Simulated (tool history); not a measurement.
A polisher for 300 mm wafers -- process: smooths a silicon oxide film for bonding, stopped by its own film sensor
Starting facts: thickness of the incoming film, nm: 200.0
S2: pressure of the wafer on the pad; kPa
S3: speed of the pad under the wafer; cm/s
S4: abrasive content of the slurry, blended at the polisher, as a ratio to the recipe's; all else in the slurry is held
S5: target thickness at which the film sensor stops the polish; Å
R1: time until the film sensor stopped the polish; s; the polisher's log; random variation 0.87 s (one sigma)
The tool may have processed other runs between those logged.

{"run": 1, "hour": 0.0, "flow of slurry (ml/min)": 235, "S2": 12.4, "S3": 104, "S4": 1, "S5": 1470, "R1": 82.861}
{"run": 2, "hour": 5.6, "flow of slurry (ml/min)": 235, "S2": 11.7, "S3": 104, "S4": 1, "S5": 1470, "R1": 87.319}
{"run": 3, "hour": 7.6, "flow of slurry (ml/min)": 235, "S2": 11, "S3": 104, "S4": 1, "S5": 1470, "R1": 94.21}
{"run": 4, "hour": 15.7, "flow of slurry (ml/min)": 235, "S2": 13.8, "S3": 104, "S4": 1, "S5": 1470, "R1": 76.429}
{"run": 5, "hour": 17.4, "flow of slurry (ml/min)": 235, "S2": 12.4, "S3": 104, "S4": 1, "S5": 1470, "R1": 82.9}
{"run": 6, "hour": 24.8, "flow of slurry (ml/min)": 235, "S2": 12.4, "S3": 104, "S4": 0.85, "S5": 1470, "R1": 92.094}
{"run": 7, "hour": 28.6, "flow of slurry (ml/min)": 235, "S2": 11.7, "S3": 104, "S4": 0.85, "S5": 1470, "R1": 99.806}

What does the tool deliver on the next run?
{"run": 8, "hour": 29.7, "flow of slurry (ml/min)": 230, "S2": 11.7, "S3": 104, "S4": 0.85, "S5": 1470, "R1": "?"}

R1: 98.855 s
